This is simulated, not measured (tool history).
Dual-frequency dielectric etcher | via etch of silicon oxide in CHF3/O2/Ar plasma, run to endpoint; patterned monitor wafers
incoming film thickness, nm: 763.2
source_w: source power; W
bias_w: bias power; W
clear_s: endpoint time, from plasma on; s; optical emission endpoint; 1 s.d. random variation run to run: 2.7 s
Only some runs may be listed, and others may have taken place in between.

run  hour  source_w  bias_w  clear_s
  1   0.0       520     135   480.39
  2   4.9       520     123   498.72
  3   7.0       520     111   525.16
  4  14.5       520     134   484.02
  5  15.8       460     125   526.48
  6  21.8       420     122   547.59
  7  25.1       390     119   569.98

Run 8 has not been measured yet. What should we expect?
  8  26.1       370     118        ?

{"run 8": {"clear_s": 585.47}}
